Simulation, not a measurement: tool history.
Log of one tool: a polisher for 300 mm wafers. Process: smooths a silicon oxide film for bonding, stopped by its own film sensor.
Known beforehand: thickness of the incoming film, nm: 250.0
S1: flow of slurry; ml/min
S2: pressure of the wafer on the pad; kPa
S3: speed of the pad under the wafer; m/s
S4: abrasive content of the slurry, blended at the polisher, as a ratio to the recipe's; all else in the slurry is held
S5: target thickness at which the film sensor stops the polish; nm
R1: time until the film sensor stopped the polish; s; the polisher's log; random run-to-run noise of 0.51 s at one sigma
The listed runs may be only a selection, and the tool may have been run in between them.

run,hour,S1,S2,S3,S4,S5,R1
1,0,310,15.9,0.78,1,209,64.629
2,1.8,310,16.5,0.78,1,209,61.501
3,6.2,310,16.5,0.7,1,209,64.945
4,10,310,16.5,0.7,1,213,59.695
5,16.3,310,14.5,0.7,1,213,68.287
6,20.4,310,14.5,0.7,0.9,213,71.45
7,28.9,310,15.9,0.7,0.9,213,66.453
8,35.3,310,17.2,0.7,0.9,213,59.917
9,41.6,310,17.9,0.7,0.9,213,57.402
10,47.8,310,18.6,0.7,0.9,213,56.23
11,55.3,310,19.3,0.7,0.9,213,54.002
12,61.2,310,20,0.7,0.9,213,51.837

Predict the results of run 13:
13,69.6,310,20.7,0.7,0.9,213,?

For run 13 the tool returned R1 50.448 s.
